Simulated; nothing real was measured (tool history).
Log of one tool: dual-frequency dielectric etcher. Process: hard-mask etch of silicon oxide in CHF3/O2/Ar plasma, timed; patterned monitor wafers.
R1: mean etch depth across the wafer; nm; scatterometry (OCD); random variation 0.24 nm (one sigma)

run 1 hour=0.0 | source_power_(kW)=0.880 bias_power_(kW)=0.213 etch_time_(s)=12 | R1=30.597
run 2 hour=4.3 | source_power_(kW)=0.770 bias_power_(kW)=0.213 etch_time_(s)=12 | R1=29.318
run 3 hour=9.9 | source_power_(kW)=0.620 bias_power_(kW)=0.213 etch_time_(s)=12 | R1=27.102
run 4 hour=13.2 | source_power_(kW)=0.670 bias_power_(kW)=0.217 etch_time_(s)=12 | R1=28.377
run 5 hour=17.5 | source_power_(kW)=0.720 bias_power_(kW)=0.221 etch_time_(s)=12 | R1=29.175
run 6 hour=20.4 | source_power_(kW)=0.760 bias_power_(kW)=0.224 etch_time_(s)=12 | R1=29.866
run 7 hour=29.1 | source_power_(kW)=0.800 bias_power_(kW)=0.227 etch_time_(s)=12 | R1=30.651
run 8 hour=36.9 | source_power_(kW)=0.830 bias_power_(kW)=0.229 etch_time_(s)=12 | R1=31.130

Forecast run 9:
run 9 hour=41.5 | source_power_(kW)=0.860 bias_power_(kW)=0.231 etch_time_(s)=12 | R1=?

Run 9 gave R1 31.863 nm.
